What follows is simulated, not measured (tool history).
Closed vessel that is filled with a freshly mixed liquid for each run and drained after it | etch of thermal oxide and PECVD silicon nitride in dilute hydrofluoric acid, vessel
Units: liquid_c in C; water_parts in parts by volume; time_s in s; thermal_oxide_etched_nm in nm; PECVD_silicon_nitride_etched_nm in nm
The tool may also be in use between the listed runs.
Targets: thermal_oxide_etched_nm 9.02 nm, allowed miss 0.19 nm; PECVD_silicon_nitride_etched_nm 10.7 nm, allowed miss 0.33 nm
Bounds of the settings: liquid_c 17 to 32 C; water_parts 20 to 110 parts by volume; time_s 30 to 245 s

run,day,liquid_c,water_parts,time_s,thermal_oxide_etched_nm,PECVD_silicon_nitride_etched_nm
1,0,24,60,125,11.356,11.545
2,0.112,24,50,125,13.899,13.747
3,0.283,21,50,125,12.291,11.243
4,0.621,22.5,60,130,11.146,10.883
5,0.779,22.5,70,130,9.4771,9.4253
6,1.071,19,70,130,8.1921,7.1786
7,1.262,21,75,130,8.3181,7.8196
8,1.488,22.5,80,130,8.1306,8.2138
9,1.671,23.5,80,130,8.5007,8.526
# day 1.975: thermometer replaced
10,1.975,25,85,130,8.0367,8.3551
11,2.125,26.5,85,130,8.4989,9.1612
12,2.358,27.5,85,130,8.8416,9.9037

Which of these 5 next moves meets every target?
A,2.592,30,85,120,?,?
B,2.592,24,80,140,?,?
C,2.592,25.5,85,140,?,?
D,2.592,31.5,90,115,?,?
E,2.592,24.5,85,140,?,?

move,thermal_oxide_etched_nm,PECVD_silicon_nitride_etched_nm
A,9.0015,10.817
B,8.885,9.0821
C,8.8209,9.445
D,8.5575,10.754
E,8.4775,8.8433
A: meets every target
B: further off than the last run
C: further off than the last run
D: brings the result that was furthest off to its target, and leaves another outside
E: further off than the last run
Answer: A
